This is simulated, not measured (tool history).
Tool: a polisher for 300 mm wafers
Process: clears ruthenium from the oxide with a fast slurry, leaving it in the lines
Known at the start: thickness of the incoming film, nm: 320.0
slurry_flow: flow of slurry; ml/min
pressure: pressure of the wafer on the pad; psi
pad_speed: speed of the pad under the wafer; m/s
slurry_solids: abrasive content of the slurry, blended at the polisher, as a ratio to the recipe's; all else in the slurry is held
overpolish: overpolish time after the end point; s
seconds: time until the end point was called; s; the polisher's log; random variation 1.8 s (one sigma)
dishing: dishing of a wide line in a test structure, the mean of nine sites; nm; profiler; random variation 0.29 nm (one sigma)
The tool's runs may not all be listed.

run 1 hour=0.0 | slurry_flow=290 pressure=1.8 pad_speed=1.26 slurry_solids=1.00 overpolish=14 | seconds=105.33 dishing=33.599
run 2 hour=4.2 | slurry_flow=290 pressure=1.7 pad_speed=1.26 slurry_solids=1.00 overpolish=13 | seconds=114.20 dishing=28.388
run 3 hour=10.6 | slurry_flow=290 pressure=1.7 pad_speed=1.28 slurry_solids=1.00 overpolish=12 | seconds=109.89 dishing=28.328
run 4 hour=11.7 | slurry_flow=290 pressure=1.6 pad_speed=1.28 slurry_solids=1.00 overpolish=11 | seconds=121.00 dishing=26.112
run 5 hour=17.5 | slurry_flow=290 pressure=1.7 pad_speed=1.20 slurry_solids=1.00 overpolish=10 | seconds=115.62 dishing=23.240
run 6 hour=24.8 | slurry_flow=290 pressure=1.5 pad_speed=1.20 slurry_solids=1.00 overpolish=10 | seconds=132.09 dishing=20.242
run 7 hour=26.0 | slurry_flow=295 pressure=1.5 pad_speed=1.18 slurry_solids=1.05 overpolish=9 | seconds=128.37 dishing=18.025

The next listed run, before its measurement:
run 8 hour=29.0 | slurry_flow=305 pressure=1.4 pad_speed=1.16 slurry_solids=1.15 overpolish=8 | seconds=? dishing=?

Run 8 gave seconds 134.75 s, dishing 15.997 nm.

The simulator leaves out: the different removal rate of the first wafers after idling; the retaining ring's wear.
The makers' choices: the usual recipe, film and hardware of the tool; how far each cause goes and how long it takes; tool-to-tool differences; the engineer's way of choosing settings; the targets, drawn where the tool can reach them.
